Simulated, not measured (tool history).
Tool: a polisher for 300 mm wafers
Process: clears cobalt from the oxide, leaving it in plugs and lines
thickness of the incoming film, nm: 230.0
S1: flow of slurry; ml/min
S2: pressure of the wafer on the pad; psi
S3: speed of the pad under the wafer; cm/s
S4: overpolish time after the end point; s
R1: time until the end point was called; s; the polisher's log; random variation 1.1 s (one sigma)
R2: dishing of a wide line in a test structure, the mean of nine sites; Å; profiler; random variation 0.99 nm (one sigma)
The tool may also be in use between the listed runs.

Run 1, hour 0.0: S1 295 ml/min, S2 2.5 psi, S3 84 cm/s, S4 26 s. Result: R1 50.525 s, R2 547.66 Å.
Run 2, hour 7.7: S1 295 ml/min, S2 2.5 psi, S3 94 cm/s, S4 26 s. Result: R1 46.407 s, R2 561.32 Å.
Run 3, hour 15.0: S1 295 ml/min, S2 2.3 psi, S3 90 cm/s, S4 26 s. Result: R1 51.488 s, R2 524.78 Å.
Run 4, hour 22.5: S1 295 ml/min, S2 2.1 psi, S3 86 cm/s, S4 28 s. Result: R1 58.050 s, R2 569.84 Å.
Run 5, hour 29.3: S1 295 ml/min, S2 1.9 psi, S3 84 cm/s, S4 26 s. Result: R1 65.599 s, R2 516.06 Å.
Run 6, hour 36.5: S1 295 ml/min, S2 1.8 psi, S3 84 cm/s, S4 25 s. Result: R1 68.333 s, R2 494.29 Å.
Run 7, hour 39.0: S1 295 ml/min, S2 1.7 psi, S3 84 cm/s, S4 25 s. Result: R1 70.636 s, R2 481.28 Å.
Run 8, hour 41.3: S1 295 ml/min, S2 1.6 psi, S3 82 cm/s, S4 25 s. Result: R1 78.604 s, R2 468.00 Å.

Run 9 comes next. What will it give?
Run 9, hour 48.7: S1 295 ml/min, S2 1.1 psi, S3 82 cm/s, S4 25 s. Result: R1 ?, R2 ?.

R1: 107.950 s
R2: 384.67 Å
